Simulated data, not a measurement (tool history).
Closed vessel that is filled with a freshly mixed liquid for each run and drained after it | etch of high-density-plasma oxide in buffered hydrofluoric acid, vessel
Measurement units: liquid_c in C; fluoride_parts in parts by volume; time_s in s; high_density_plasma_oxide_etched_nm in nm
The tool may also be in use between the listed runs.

run    day  liquid_c  fluoride_parts  time_s  high_density_plasma_oxide_etched_nm
  1      0        22               9     105                               138.57
  2  0.104        20               9     105                               124.47
  3  0.246      21.5               9     105                               134.23
  4  0.321      21.5               9     110                               140.82
  5  0.592      21.5               9     110                               140.07
  6  0.958        19               9     110                               122.97
  7    1.1      20.5               9     110                               133.59

Run 8 has not been measured yet. What should we expect?
  8  1.367        24               9     110                                    ?

{"run 8": {"high_density_plasma_oxide_etched_nm": 161.59}}

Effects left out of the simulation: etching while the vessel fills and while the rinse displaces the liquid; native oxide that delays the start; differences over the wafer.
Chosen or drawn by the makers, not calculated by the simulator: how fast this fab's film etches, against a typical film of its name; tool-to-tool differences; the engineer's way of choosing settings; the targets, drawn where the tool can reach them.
